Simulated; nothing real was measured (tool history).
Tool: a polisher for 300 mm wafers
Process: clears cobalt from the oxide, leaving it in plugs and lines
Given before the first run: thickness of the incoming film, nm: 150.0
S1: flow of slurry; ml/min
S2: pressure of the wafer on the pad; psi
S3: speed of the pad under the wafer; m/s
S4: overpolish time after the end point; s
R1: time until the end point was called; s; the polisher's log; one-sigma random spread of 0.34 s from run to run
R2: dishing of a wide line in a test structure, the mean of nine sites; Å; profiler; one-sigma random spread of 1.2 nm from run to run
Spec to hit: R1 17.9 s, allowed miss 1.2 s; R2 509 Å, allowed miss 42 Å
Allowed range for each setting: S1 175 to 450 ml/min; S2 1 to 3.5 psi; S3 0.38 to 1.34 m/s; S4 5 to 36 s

run,hour,S1,S2,S3,S4,R1,R2
1,0,290,2.2,0.86,18,30.552,480.43
2,5.3,290,2.2,0.86,12,29.782,400.93
3,8.1,290,2.2,0.86,16,30.238,440.32
4,15,290,2.5,0.88,15,26.147,443.69
5,20.5,290,2.7,0.9,16,24.846,471.53
# hour 21.3: worn pad replaced by a new one
6,21.3,255,2.7,0.9,16,23.691,504.08
7,25.6,250,2.9,0.92,15,22.027,487.66
8,34.3,250,3,0.94,15,20.557,514.22
9,36.5,250,3.1,0.94,14,20.667,490.92
10,42.4,250,3.2,0.96,14,19.962,521.85
11,44.7,250,3.5,0.98,9,18.868,441.95

Which of these 5 next moves meets every target?
A,47,240,3.5,1.26,17,?,?
B,47,225,3.5,1.18,20,?,?
C,47,300,3.1,0.8,10,?,?
D,47,175,2.7,1.14,13,?,?
E,47,225,3.5,1,13,?,?

move,R1,R2
A,14.704,591.32
B,15.532,603.47
C,21.764,413.73
D,19.421,498.79
E,17.534,519.63
A: carries the result that was furthest off beyond its target, to the other side
B: carries the result that was furthest off beyond its target, to the other side
C: moves away from the targets compared with the last run
D: brings the result that was furthest off to its target, and leaves another outside
E: hits every target within its allowed miss
Move E is the one to make.
